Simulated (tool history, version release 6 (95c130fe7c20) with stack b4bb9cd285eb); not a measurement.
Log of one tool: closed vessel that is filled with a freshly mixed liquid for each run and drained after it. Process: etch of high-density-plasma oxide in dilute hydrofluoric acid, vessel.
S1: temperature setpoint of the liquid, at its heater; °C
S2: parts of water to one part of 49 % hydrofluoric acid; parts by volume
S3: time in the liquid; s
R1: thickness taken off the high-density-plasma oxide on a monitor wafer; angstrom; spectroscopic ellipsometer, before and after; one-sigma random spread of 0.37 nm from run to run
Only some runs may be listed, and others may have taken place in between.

Run 1, hour 0.0: S1 21.0 °C, S2 150 parts by volume, S3 695 s. Result: R1 221.85 angstrom.
Run 2, hour 4.2: S1 21.0 °C, S2 170 parts by volume, S3 695 s. Result: R1 187.37 angstrom.
Run 3, hour 7.1: S1 21.0 °C, S2 170 parts by volume, S3 695 s. Result: R1 190.84 angstrom.
Run 4, hour 12.8: S1 22.5 °C, S2 150 parts by volume, S3 695 s. Result: R1 234.73 angstrom.
Run 5, hour 16.5: S1 25.5 °C, S2 150 parts by volume, S3 695 s. Result: R1 262.38 angstrom.
Run 6, hour 23.2: S1 26.0 °C, S2 135 parts by volume, S3 695 s. Result: R1 302.06 angstrom.
At hour 25.7: hydrofluoric acid flow meter replaced.
Run 7, hour 25.7: S1 29.0 °C, S2 75 parts by volume, S3 695 s. Result: R1 584.05 angstrom.

What does the tool deliver on the next run?
Run 8, hour 34.2: S1 28.5 °C, S2 75 parts by volume, S3 695 s. Result: R1 ?.

R1: 582.69 angstrom
